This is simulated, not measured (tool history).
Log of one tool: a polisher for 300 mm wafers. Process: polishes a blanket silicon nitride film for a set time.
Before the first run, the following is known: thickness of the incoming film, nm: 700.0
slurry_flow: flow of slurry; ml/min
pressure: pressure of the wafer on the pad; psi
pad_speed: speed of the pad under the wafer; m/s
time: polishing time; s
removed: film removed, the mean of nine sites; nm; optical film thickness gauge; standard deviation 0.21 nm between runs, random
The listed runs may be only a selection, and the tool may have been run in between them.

{"run": 1, "hour": 0.0, "slurry_flow": 225, "pressure": 2.7, "pad_speed": 0.98, "time": 25, "removed": 33.156}
{"run": 2, "hour": 8.8, "slurry_flow": 225, "pressure": 2.7, "pad_speed": 0.78, "time": 25, "removed": 26.553}
{"run": 3, "hour": 16.1, "slurry_flow": 225, "pressure": 2.5, "pad_speed": 0.78, "time": 25, "removed": 25.451}
{"run": 4, "hour": 19.8, "slurry_flow": 225, "pressure": 2.5, "pad_speed": 0.78, "time": 23, "removed": 23.802}
{"run": 5, "hour": 23.4, "slurry_flow": 225, "pressure": 2.4, "pad_speed": 0.78, "time": 23, "removed": 22.689}
{"run": 6, "hour": 25.3, "slurry_flow": 225, "pressure": 2.4, "pad_speed": 0.78, "time": 23, "removed": 22.205}
{"run": 7, "hour": 28.9, "slurry_flow": 225, "pressure": 2.3, "pad_speed": 0.78, "time": 23, "removed": 21.554}
{"run": 8, "hour": 31.5, "slurry_flow": 225, "pressure": 2.2, "pad_speed": 0.78, "time": 23, "removed": 20.79}

Run 9 has not been measured yet. What should we expect?
{"run": 9, "hour": 40.1, "slurry_flow": 225, "pressure": 2.1, "pad_speed": 0.78, "time": 23, "removed": "?"}

{"run 9": {"removed": 20.308}}
